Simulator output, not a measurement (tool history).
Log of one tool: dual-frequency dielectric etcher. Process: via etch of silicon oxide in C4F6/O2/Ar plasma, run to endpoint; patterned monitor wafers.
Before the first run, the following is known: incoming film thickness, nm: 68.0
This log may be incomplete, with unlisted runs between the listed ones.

run,day,bias power (kW),source power (kW),Ar flow (sccm),endpoint time (s)
1,0,0.637,0.3,331,16.941
2,0.067,0.662,0.31,328,15.988
3,0.379,0.683,0.31,328,15.75
4,0.504,0.729,0.31,328,15.102
5,0.692,0.744,0.31,328,15.248
6,0.812,0.758,0.31,327,15.007
7,1.183,0.771,0.31,326,14.743
8,1.4,0.783,0.31,325,14.656
9,1.467,0.794,0.31,324,14.572
10,1.758,0.804,0.31,323,14.455
11,2.033,0.813,0.31,322,14.547

What does the tool deliver on the next run?
12,2.121,0.821,0.31,322,?

{"run 12": {"endpoint time (s)": 14.477}}
